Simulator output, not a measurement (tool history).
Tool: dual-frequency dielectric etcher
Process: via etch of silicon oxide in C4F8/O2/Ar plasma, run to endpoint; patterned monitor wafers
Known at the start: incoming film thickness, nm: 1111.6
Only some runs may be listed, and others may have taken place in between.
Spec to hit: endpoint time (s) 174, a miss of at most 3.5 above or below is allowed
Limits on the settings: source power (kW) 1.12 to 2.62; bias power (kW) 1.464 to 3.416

run    day  source power (kW)  bias power (kW)  endpoint time (s)
  1      0               1.87             2.44             190.19
  2  0.304               1.92            2.456             188.55
  3    0.4               1.97            2.473             186.21
  4  0.688               1.83            2.473             193.79
  5   0.95               1.83            2.708             189.96
  6  1.183               1.88            2.723             185.36
  7  1.417               1.91            2.732             183.44
  8  1.721               1.94            2.738             182.51

Next run, 4 choices. One meets every target within its allowed miss, the rest don't. Which?
  A  2.025               1.99            3.372                  ?
  B  2.025               1.77            2.562                  ?
  C  2.025               1.73            2.568                  ?
  D  2.025               1.96            2.757                  ?

move  endpoint time (s)
   A             172.95
   B             192.97
   C             194.59
   D             182.45
A: all results in spec
B: moves away from the targets compared with the last run
C: moves away from the targets compared with the last run
D: about as far from the targets as the last run
The right move is A.
